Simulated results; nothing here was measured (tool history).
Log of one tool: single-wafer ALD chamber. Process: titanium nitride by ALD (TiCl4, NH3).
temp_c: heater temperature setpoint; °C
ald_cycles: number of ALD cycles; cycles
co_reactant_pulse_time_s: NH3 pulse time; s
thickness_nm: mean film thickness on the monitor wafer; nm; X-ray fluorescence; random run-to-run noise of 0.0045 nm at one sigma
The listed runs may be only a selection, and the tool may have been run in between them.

| run | day | temp_c | ald_cycles | co_reactant_pulse_time_s | thickness_nm |
|---|---|---|---|---|---|
| 1 | 0.000 | 385 | 90 | 1.51 | 2.0027 |
| 2 | 0.108 | 385 | 90 | 1.84 | 2.0066 |
| 3 | 0.383 | 382 | 89 | 1.68 | 1.9793 |
| 4 | 0.462 | 388 | 89 | 1.68 | 1.9848 |
| 5 | 0.771 | 388 | 89 | 2.02 | 2.0006 |
| 6 | 1.079 | 384 | 89 | 1.81 | 1.9937 |
| 7 | 1.267 | 381 | 89 | 1.63 | 1.9751 |
| 8 | 1.346 | 378 | 89 | 1.48 | 1.9627 |
| 9 | 1.679 | 376 | 89 | 1.37 | 1.9504 |
| 10 | 1.804 | 374 | 89 | 1.30 | 1.9346 |
| 11 | 2.150 | 373 | 89 | 1.26 | 1.9319 |

Estimate the outcome of run 12 from the log above:
| 12 | 2.204 | 372 | 89 | 1.22 | ? |

Run 12 came out at thickness_nm 1.9202 nm.
